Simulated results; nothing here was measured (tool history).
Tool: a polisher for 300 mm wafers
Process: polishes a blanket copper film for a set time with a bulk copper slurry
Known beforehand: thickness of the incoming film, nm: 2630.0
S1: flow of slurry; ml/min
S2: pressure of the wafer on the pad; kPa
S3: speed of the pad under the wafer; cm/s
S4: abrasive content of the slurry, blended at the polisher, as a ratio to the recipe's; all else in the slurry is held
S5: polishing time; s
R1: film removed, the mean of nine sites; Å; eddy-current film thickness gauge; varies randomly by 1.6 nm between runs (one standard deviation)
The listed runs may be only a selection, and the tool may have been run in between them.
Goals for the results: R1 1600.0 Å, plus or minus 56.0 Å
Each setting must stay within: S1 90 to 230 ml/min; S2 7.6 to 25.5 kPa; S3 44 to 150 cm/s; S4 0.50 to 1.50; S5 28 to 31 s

run 1 hour=0.0 | S1=150 S2=16.5 S3=96 S4=1.00 S5=31 | R1=2173.2
run 2 hour=2.2 | S1=150 S2=16.5 S3=96 S4=1.00 S5=31 | R1=2153.3
run 3 hour=7.0 | S1=150 S2=16.5 S3=96 S4=1.15 S5=31 | R1=2226.5
run 4 hour=7.7 | S1=115 S2=16.5 S3=96 S4=1.15 S5=31 | R1=2109.2
run 5 hour=9.8 | S1=115 S2=18.6 S3=96 S4=1.15 S5=31 | R1=2303.4
run 6 hour=18.8 | S1=115 S2=17.2 S3=96 S4=1.15 S5=31 | R1=2170.2
run 7 hour=26.1 | S1=110 S2=13.1 S3=94 S4=1.15 S5=31 | R1=1695.7
run 8 hour=31.4 | S1=110 S2=13.1 S3=94 S4=1.15 S5=31 | R1=1719.4

Which of these 5 next moves meets every target?
run A hour=36.7 | S1=95 S2=13.8 S3=98 S4=1.20 S5=31 | R1=?
run B hour=36.7 | S1=110 S2=16.5 S3=76 S4=1.30 S5=28 | R1=?
run C hour=36.7 | S1=110 S2=13.8 S3=110 S4=1.10 S5=31 | R1=?
run D hour=36.7 | S1=95 S2=10.3 S3=122 S4=1.40 S5=31 | R1=?
run E hour=36.7 | S1=95 S2=17.9 S3=84 S4=1.05 S5=31 | R1=?

move=A R1=1764.3
move=B R1=1608.0
move=C R1=1983.8
move=D R1=1756.1
move=E R1=1873.1
A: the biggest miss grows against the last run
B: all results in spec
C: the biggest miss grows against the last run
D: the biggest miss grows against the last run
E: the biggest miss grows against the last run
B is the move that brings every result within its allowed miss.
